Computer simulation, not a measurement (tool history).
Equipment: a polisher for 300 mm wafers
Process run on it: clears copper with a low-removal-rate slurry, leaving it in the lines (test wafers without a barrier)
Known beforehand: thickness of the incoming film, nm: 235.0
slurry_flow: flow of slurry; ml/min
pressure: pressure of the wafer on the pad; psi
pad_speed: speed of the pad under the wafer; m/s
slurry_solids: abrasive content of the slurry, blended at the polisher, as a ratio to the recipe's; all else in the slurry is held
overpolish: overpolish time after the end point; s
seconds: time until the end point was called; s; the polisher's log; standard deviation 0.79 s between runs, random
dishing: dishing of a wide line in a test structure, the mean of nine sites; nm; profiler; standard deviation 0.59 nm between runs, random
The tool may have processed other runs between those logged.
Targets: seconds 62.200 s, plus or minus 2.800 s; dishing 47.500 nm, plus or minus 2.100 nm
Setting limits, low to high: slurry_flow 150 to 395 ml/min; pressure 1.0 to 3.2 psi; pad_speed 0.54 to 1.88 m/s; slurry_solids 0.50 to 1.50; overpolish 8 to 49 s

| run | day | slurry_flow | pressure | pad_speed | slurry_solids | overpolish | seconds | dishing |
|---|---|---|---|---|---|---|---|---|
| 1 | 0.000 | 250 | 2.1 | 1.20 | 1.00 | 25 | 104.690 | 32.846 |
| 2 | 0.267 | 250 | 2.3 | 1.20 | 1.00 | 25 | 95.785 | 35.006 |
| 3 | 0.450 | 250 | 2.5 | 1.20 | 1.00 | 25 | 87.791 | 38.255 |
| 4 | 0.679 | 250 | 2.5 | 1.20 | 1.00 | 33 | 87.489 | 46.312 |
| 5 | 0.912 | 210 | 2.5 | 1.20 | 1.00 | 33 | 90.915 | 45.672 |
| 6 | 1.204 | 225 | 2.6 | 1.20 | 1.00 | 31 | 85.127 | 44.698 |
|  | 1.358 | slurry blender recalibrated |
| 7 | 1.358 | 235 | 2.7 | 1.20 | 1.00 | 30 | 76.743 | 45.802 |
| 8 | 1.396 | 245 | 2.7 | 1.20 | 1.00 | 29 | 76.834 | 46.273 |

Of the 4 settings listed for the next run, only one would bring every result within its allowed miss of target. Which one?
| A | 1.433 | 275 | 2.9 | 1.46 | 1.00 | 20 | ? | ? |
| B | 1.433 | 300 | 3.0 | 1.46 | 1.00 | 19 | ? | ? |
| C | 1.433 | 225 | 3.1 | 1.34 | 1.25 | 22 | ? | ? |
| D | 1.433 | 240 | 3.2 | 1.32 | 0.80 | 24 | ? | ? |

| move | seconds | dishing |
|---|---|---|
| A | 59.236 | 43.143 |
| B | 56.807 | 42.991 |
| C | 58.395 | 46.765 |
| D | 63.786 | 46.864 |
A: pushes the last run's worst result past its target
B: pushes the last run's worst result past its target
C: pushes the last run's worst result past its target
D: all results in spec
Move D is the one to make.
